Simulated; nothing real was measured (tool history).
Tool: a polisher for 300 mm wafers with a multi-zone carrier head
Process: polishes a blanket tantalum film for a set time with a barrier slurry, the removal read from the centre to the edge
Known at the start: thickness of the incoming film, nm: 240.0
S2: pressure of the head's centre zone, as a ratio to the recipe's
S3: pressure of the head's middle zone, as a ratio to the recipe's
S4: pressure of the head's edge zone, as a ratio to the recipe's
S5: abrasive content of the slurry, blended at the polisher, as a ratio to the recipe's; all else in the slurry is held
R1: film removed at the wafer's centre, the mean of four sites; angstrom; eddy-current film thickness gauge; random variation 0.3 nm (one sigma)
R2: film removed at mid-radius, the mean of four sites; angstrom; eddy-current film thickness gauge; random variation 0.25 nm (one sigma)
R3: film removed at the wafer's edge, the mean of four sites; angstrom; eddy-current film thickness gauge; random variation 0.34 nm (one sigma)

Run 1, day 0.000: flow of slurry (ml/min) 185, S2 1.00, S3 1.00, S4 1.00, S5 1.00, polishing time (s) 38. Result: R1 408.57 angstrom, R2 393.24 angstrom, R3 388.98 angstrom.
Run 2, day 0.371: flow of slurry (ml/min) 185, S2 1.00, S3 1.00, S4 0.95, S5 1.00, polishing time (s) 38. Result: R1 404.69 angstrom, R2 391.18 angstrom, R3 373.24 angstrom.
Run 3, day 0.396: flow of slurry (ml/min) 175, S2 0.98, S3 0.96, S4 0.95, S5 0.90, polishing time (s) 37. Result: R1 375.97 angstrom, R2 361.88 angstrom, R3 355.66 angstrom.
Run 4, day 0.675: flow of slurry (ml/min) 150, S2 0.98, S3 0.96, S4 0.95, S5 0.90, polishing time (s) 37. Result: R1 353.76 angstrom, R2 353.36 angstrom, R3 343.79 angstrom.
Run 5, day 0.917: flow of slurry (ml/min) 150, S2 0.97, S3 0.93, S4 0.96, S5 0.85, polishing time (s) 35. Result: R1 329.22 angstrom, R2 324.69 angstrom, R3 329.44 angstrom.
Run 6, day 1.017: flow of slurry (ml/min) 115, S2 0.97, S3 0.93, S4 0.96, S5 0.85, polishing time (s) 35. Result: R1 317.55 angstrom, R2 308.87 angstrom, R3 319.23 angstrom.
Run 7, day 1.329: flow of slurry (ml/min) 115, S2 0.97, S3 0.91, S4 0.96, S5 0.80, polishing time (s) 34. Result: R1 293.41 angstrom, R2 287.22 angstrom, R3 307.57 angstrom.
Run 8, day 1.488: flow of slurry (ml/min) 115, S2 0.98, S3 0.90, S4 0.95, S5 0.75, polishing time (s) 34. Result: R1 297.46 angstrom, R2 283.23 angstrom, R3 294.61 angstrom.

Run 9 comes next. What will it give?
Run 9, day 1.538: flow of slurry (ml/min) 115, S2 0.97, S3 0.89, S4 0.96, S5 0.70, polishing time (s) 34. Result: R1 ?, R2 ?, R3 ?.

R1: 291.58 angstrom
R2: 272.43 angstrom
R3: 290.02 angstrom
